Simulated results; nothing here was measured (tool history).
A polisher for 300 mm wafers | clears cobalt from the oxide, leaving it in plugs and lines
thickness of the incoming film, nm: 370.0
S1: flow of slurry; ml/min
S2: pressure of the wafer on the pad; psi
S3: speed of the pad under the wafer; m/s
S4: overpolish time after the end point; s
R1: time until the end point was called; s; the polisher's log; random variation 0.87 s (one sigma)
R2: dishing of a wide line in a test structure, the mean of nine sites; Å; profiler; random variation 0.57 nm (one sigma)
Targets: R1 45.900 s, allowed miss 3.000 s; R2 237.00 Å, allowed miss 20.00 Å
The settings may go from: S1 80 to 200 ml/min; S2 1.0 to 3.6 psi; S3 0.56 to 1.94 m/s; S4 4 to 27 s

{"run": 1, "hour": 0.0, "S1": 130, "S2": 2.3, "S3": 1.24, "S4": 14, "R1": 50.314, "R2": 362.5}
{"run": 2, "hour": 5.5, "S1": 130, "S2": 2.8, "S3": 1.24, "S4": 14, "R1": 42.62, "R2": 388.93}
{"run": 3, "hour": 9.8, "S1": 130, "S2": 2.8, "S3": 1.24, "S4": 10, "R1": 42.951, "R2": 346.6}
{"run": 4, "hour": 15.0, "S1": 130, "S2": 2.5, "S3": 1.34, "S4": 8, "R1": 41.782, "R2": 316.1}
{"run": 5, "hour": 22.2, "S1": 125, "S2": 2.1, "S3": 1.46, "S4": 7, "R1": 47.415, "R2": 285.74}
{"run": 6, "hour": 24.9, "S1": 125, "S2": 1.7, "S3": 1.46, "S4": 7, "R1": 54.655, "R2": 269.08}
{"run": 7, "hour": 30.1, "S1": 115, "S2": 1.6, "S3": 1.6, "S4": 6, "R1": 52.581, "R2": 240.82}
{"run": 8, "hour": 35.8, "S1": 115, "S2": 1.7, "S3": 1.62, "S4": 5, "R1": 49.452, "R2": 220.85}
{"run": 9, "hour": 38.9, "S1": 120, "S2": 1.7, "S3": 1.62, "S4": 5, "R1": 51.738, "R2": 219.15}

4 next moves are on the table. One of them brings every result within its allowed miss. Which?
{"run": "A", "hour": 42.0, "S1": 85, "S2": 1.5, "S3": 1.6, "S4": 7, "R1": "?", "R2": "?"}
{"run": "B", "hour": 42.0, "S1": 115, "S2": 1.6, "S3": 1.84, "S4": 4, "R1": "?", "R2": "?"}
{"run": "C", "hour": 42.0, "S1": 120, "S2": 1.5, "S3": 1.64, "S4": 7, "R1": "?", "R2": "?"}
{"run": "D", "hour": 42.0, "S1": 115, "S2": 1.6, "S3": 1.9, "S4": 5, "R1": "?", "R2": "?"}

move=A R1=59.289 R2=253.19
move=B R1=45.464 R2=207.98
move=C R1=53.015 R2=270.89
move=D R1=44.057 R2=246.75
A: further off than the last run
B: brings the result that was furthest off to its target, and leaves another outside
C: further off than the last run
D: meets every target
The right move is D.
